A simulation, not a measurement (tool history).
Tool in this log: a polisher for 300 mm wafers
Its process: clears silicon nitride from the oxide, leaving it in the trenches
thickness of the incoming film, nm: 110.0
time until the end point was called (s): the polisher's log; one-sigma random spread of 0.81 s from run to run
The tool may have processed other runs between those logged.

run,hour,flow of slurry (ml/min),pressure of the wafer on the pad (kPa),speed of the pad under the wafer (cm/s),overpolish time after the end point (s),time until the end point was called (s)
1,0,150,20,102,5,128.27
2,2.1,180,20,102,5,126.69
3,6.6,180,22.1,102,5,117.29
4,8,180,22.1,102,5,115.78
5,12,180,24.1,104,5,103.24
6,14.4,180,25.5,104,5,97.425
7,20.3,190,31,106,5,81.073

Run 8 has not been measured yet. What should we expect?
8,22.9,190,31,108,5,?

For run 8 the tool returned time until the end point was called (s) 78.637.
